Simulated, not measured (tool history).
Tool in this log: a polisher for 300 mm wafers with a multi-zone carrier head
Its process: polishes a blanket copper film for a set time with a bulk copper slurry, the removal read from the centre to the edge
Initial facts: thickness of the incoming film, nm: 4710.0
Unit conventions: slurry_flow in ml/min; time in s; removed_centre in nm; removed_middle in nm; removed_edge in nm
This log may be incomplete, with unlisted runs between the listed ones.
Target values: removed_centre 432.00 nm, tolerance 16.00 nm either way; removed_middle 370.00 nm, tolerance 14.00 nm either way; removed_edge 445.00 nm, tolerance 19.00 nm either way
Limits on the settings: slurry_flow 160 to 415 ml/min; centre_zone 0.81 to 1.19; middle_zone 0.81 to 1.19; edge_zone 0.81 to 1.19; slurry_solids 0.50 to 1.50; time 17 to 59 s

| run | hour | slurry_flow | centre_zone | middle_zone | edge_zone | slurry_solids | time | removed_centre | removed_middle | removed_edge |
|---|---|---|---|---|---|---|---|---|---|---|
| 1 | 0.0 | 265 | 1.00 | 1.00 | 1.00 | 1.00 | 38 | 326.84 | 331.58 | 318.09 |
| 2 | 5.7 | 265 | 1.00 | 0.94 | 1.00 | 1.00 | 38 | 324.09 | 315.07 | 326.11 |
| 3 | 7.7 | 265 | 1.00 | 0.86 | 1.00 | 1.00 | 38 | 333.43 | 292.46 | 325.02 |
| 4 | 10.5 | 265 | 1.01 | 0.86 | 1.05 | 1.15 | 40 | 352.98 | 317.35 | 363.98 |
| 5 | 14.8 | 265 | 1.01 | 0.86 | 1.05 | 1.30 | 40 | 363.82 | 313.46 | 371.87 |
| 6 | 23.0 | 265 | 1.09 | 0.86 | 1.05 | 1.30 | 40 | 392.58 | 323.58 | 370.57 |
| 7 | 30.2 | 270 | 1.09 | 0.87 | 1.09 | 1.35 | 41 | 407.01 | 340.63 | 397.92 |
| 8 | 31.8 | 305 | 1.11 | 0.91 | 1.19 | 1.50 | 41 | 428.75 | 358.86 | 412.10 |

Which of these 4 next moves meets every target?
| A | 33.4 | 205 | 1.08 | 0.90 | 1.19 | 1.45 | 45 | ? | ? | ? |
| B | 33.4 | 400 | 1.06 | 0.86 | 1.19 | 1.30 | 47 | ? | ? | ? |
| C | 33.4 | 415 | 1.11 | 0.96 | 1.14 | 1.20 | 46 | ? | ? | ? |
| D | 33.4 | 280 | 0.96 | 0.90 | 1.19 | 1.50 | 43 | ? | ? | ? |

| move | removed_centre | removed_middle | removed_edge |
|---|---|---|---|
| A | 436.17 | 370.42 | 440.05 |
| B | 476.58 | 393.65 | 477.00 |
| C | 481.71 | 416.76 | 450.00 |
| D | 393.66 | 372.13 | 437.18 |
A: meets every target
B: carries the result that was furthest off beyond its target, to the other side
C: corrects the largest miss of the last run, while another result sits out of spec
D: corrects the largest miss of the last run, while another result sits out of spec
The right move is A.
